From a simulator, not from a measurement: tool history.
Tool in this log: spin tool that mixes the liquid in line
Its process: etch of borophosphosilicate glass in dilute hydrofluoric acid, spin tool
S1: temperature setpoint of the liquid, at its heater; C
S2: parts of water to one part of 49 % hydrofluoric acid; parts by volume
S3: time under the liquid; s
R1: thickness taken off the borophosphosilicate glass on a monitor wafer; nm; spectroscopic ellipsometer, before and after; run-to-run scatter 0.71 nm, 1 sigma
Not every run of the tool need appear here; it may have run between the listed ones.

run 1 hour=0 | S1=21 S2=55 S3=150 | R1=95.453
run 2 hour=3.8 | S1=21 S2=55 S3=150 | R1=95.915
run 3 hour=7 | S1=21 S2=55 S3=160 | R1=102.2
run 4 hour=10.6 | S1=21 S2=70 S3=160 | R1=78.886
run 5 hour=14.7 | S1=23 S2=65 S3=160 | R1=92.629
run 6 hour=22.7 | S1=23 S2=80 S3=160 | R1=73.736
run 7 hour=27 | S1=24.5 S2=70 S3=160 | R1=89.811
run 8 hour=35.6 | S1=25.5 S2=60 S3=160 | R1=110.45
run 9 hour=41.7 | S1=26.5 S2=55 S3=160 | R1=127.16
run 10 hour=49.2 | S1=27 S2=50 S3=160 | R1=143.58
run 11 hour=51.6 | S1=27.5 S2=50 S3=160 | R1=145.92

What will run 12 give?
run 12 hour=59.9 | S1=28 S2=50 S3=160 | R1=?

{"run 12": {"R1": 149.34}}

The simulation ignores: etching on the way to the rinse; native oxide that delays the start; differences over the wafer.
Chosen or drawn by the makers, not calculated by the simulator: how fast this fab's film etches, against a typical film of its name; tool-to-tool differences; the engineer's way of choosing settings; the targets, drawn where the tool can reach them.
